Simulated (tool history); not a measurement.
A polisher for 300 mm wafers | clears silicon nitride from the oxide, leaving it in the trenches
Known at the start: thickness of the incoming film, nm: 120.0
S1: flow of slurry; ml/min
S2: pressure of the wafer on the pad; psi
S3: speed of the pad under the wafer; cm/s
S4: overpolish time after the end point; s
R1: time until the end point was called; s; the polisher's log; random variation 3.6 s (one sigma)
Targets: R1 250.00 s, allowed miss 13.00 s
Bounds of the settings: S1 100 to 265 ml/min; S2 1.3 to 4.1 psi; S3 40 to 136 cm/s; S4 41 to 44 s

run 1 day=0.000 | S1=170 S2=2.7 S3=88 S4=41 | R1=144.50
run 2 day=0.050 | S1=170 S2=2.7 S3=106 S4=41 | R1=124.12
run 3 day=0.175 | S1=190 S2=2.7 S3=106 S4=41 | R1=122.34
run 4 day=0.533 | S1=190 S2=2.4 S3=100 S4=41 | R1=143.04
-- day=0.833 head pressure recalibrated
run 5 day=0.833 | S1=160 S2=2.4 S3=100 S4=41 | R1=161.55
run 6 day=0.983 | S1=160 S2=1.9 S3=100 S4=41 | R1=204.55
run 7 day=1.138 | S1=160 S2=1.4 S3=98 S4=41 | R1=277.47
run 8 day=1.388 | S1=165 S2=1.4 S3=98 S4=41 | R1=262.43
run 9 day=1.754 | S1=170 S2=1.4 S3=98 S4=41 | R1=273.38
run 10 day=1.808 | S1=175 S2=1.4 S3=98 S4=41 | R1=274.24

Which of these 5 next moves meets every target?
run A day=1.862 | S1=185 S2=1.3 S3=96 S4=41 | R1=?
run B day=1.862 | S1=190 S2=1.6 S3=82 S4=41 | R1=?
run C day=1.862 | S1=160 S2=1.4 S3=94 S4=41 | R1=?
run D day=1.862 | S1=190 S2=1.3 S3=112 S4=44 | R1=?
run E day=1.862 | S1=165 S2=1.7 S3=98 S4=43 | R1=?

move=A R1=288.97
move=B R1=273.78
move=C R1=280.15
move=D R1=249.39
move=E R1=223.23
A: further off than the last run
B: as far off as the last run
C: further off than the last run
D: meets every target
E: takes the result that was furthest off past its target
The right move is D.
